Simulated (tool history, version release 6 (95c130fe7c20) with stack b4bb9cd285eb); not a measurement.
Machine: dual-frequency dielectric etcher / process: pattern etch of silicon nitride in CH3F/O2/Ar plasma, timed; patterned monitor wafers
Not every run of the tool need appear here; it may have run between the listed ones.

run,day,source power (W),bias power (W),etch time (s),mean etch depth across the wafer (nm)
1,0,510,85,39,33.251
2,0.333,510,74,39,31.379
3,0.442,510,74,41,33.085
4,0.562,530,74,41,33.575
5,0.662,530,74,41,33.471
6,0.862,530,74,41,33.408
7,0.921,560,75,41,34.421

Run 8 comes next. What will it give?
8,1.021,570,75,41,?

Logged for run 8: mean etch depth across the wafer (nm) 34.504.
